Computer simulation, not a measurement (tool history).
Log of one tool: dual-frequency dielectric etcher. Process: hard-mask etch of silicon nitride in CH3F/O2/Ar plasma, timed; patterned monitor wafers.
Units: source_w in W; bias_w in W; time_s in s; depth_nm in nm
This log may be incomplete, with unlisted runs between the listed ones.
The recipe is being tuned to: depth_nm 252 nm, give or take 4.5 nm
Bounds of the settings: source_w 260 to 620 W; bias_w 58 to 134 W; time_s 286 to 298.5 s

| run | day | source_w | bias_w | time_s | depth_nm |
|---|---|---|---|---|---|
| 1 | 0 | 440 | 96 | 286 | 232.12 |
| 2 | 0.129 | 440 | 80 | 286 | 213.81 |
| 3 | 0.246 | 440 | 91 | 286 | 226.57 |
| 4 | 0.358 | 440 | 91 | 286 | 226.79 |
| 5 | 0.592 | 440 | 91 | 298.5 | 235.99 |
| 6 | 0.821 | 440 | 91 | 286 | 226.44 |
| 7 | 1.067 | 470 | 92 | 286 | 234.48 |
| 8 | 1.367 | 490 | 92 | 286 | 239.51 |
| 9 | 1.742 | 500 | 92 | 286 | 241.43 |

Pick the move, out of 5, that brings all results within their allowed miss; only one does.
| A | 2.117 | 430 | 113 | 293.5 | ? |
| B | 2.117 | 560 | 79 | 286 | ? |
| C | 2.117 | 410 | 93 | 288 | ? |
| D | 2.117 | 440 | 87 | 286 | ? |
| E | 2.117 | 490 | 75 | 298.5 | ? |

| move | depth_nm |
|---|---|
| A | 252.55 |
| B | 238.63 |
| C | 222.16 |
| D | 221.81 |
| E | 228.61 |
A: in spec on every target
B: lands further from the targets than the last run did
C: lands further from the targets than the last run did
D: lands further from the targets than the last run did
E: lands further from the targets than the last run did
The right move is A.
